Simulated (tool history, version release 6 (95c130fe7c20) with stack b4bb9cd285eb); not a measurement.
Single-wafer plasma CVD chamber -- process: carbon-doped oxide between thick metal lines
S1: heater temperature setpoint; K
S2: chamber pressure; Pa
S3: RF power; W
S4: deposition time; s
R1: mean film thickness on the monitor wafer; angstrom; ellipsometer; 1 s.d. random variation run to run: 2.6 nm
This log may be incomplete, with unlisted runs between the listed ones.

run,day,S1,S2,S3,S4,R1
1,0.000,628.15,803,535,150,7775.8
2,0.354,623.15,803,535,150,7876.1
3,0.429,617.15,803,535,150,7943.0
4,0.658,617.15,803,570,150,8384.8
# day 0.904: RF generator calibrated
5,0.904,617.15,803,540,150,8223.2
6,1.012,617.15,729,540,150,8185.0
7,1.304,617.15,729,540,150,8172.5
8,1.450,622.15,757,505,150,7712.9
9,1.550,626.15,775,475,150,7306.9
10,1.729,638.15,629,390,150,5844.4
11,2.004,636.15,641,390,150,5875.7
12,2.212,629.15,761,420,150,6525.5
13,2.479,631.15,751,420,150,6527.5
14,2.529,633.15,741,420,150,6471.4
15,2.667,633.15,741,420,150,6469.6
16,2.971,634.15,732,420,150,6452.7
17,3.150,635.15,720,420,150,6346.9

Expected results for the next run?
18,3.246,636.15,716,420,150,?

Run 18 yielded R1 6401.5 angstrom.
